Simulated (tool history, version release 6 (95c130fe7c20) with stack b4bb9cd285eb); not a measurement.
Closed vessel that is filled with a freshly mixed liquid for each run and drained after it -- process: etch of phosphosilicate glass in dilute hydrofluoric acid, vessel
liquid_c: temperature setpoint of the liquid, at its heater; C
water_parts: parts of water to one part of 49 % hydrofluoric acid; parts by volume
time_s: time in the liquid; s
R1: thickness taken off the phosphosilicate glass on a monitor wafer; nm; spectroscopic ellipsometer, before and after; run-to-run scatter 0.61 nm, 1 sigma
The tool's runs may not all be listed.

Run 1, hour 0: liquid_c 20 C, water_parts 220 parts by volume, time_s 105 s. Result: R1 27.506 nm.
Run 2, hour 1.3: liquid_c 20 C, water_parts 220 parts by volume, time_s 105 s. Result: R1 27.816 nm.
Run 3, hour 1.9: liquid_c 23 C, water_parts 220 parts by volume, time_s 105 s. Result: R1 31.103 nm.
Run 4, hour 9.4: liquid_c 23 C, water_parts 220 parts by volume, time_s 105 s. Result: R1 30.947 nm.
Run 5, hour 16.6: liquid_c 25 C, water_parts 220 parts by volume, time_s 105 s. Result: R1 33.294 nm.
Run 6, hour 20.1: liquid_c 25.5 C, water_parts 190 parts by volume, time_s 105 s. Result: R1 40.992 nm.
Run 7, hour 27.7: liquid_c 26 C, water_parts 170 parts by volume, time_s 105 s. Result: R1 46.866 nm.
Run 8, hour 30.5: liquid_c 26.5 C, water_parts 150 parts by volume, time_s 105 s. Result: R1 55.636 nm.
Run 9, hour 32.4: liquid_c 28 C, water_parts 85 parts by volume, time_s 105 s. Result: R1 112.59 nm.
At hour 36.8: thermometer replaced.
Run 10, hour 36.8: liquid_c 26.5 C, water_parts 85 parts by volume, time_s 105 s. Result: R1 114.24 nm.
Run 11, hour 39.6: liquid_c 24 C, water_parts 150 parts by volume, time_s 105 s. Result: R1 55.51 nm.
Run 12, hour 48.4: liquid_c 24 C, water_parts 150 parts by volume, time_s 105 s. Result: R1 55.688 nm.

Run 13 has not been measured yet. What should we expect?
Run 13, hour 52.8: liquid_c 24.5 C, water_parts 140 parts by volume, time_s 105 s. Result: R1 ?.

R1: 61.385 nm
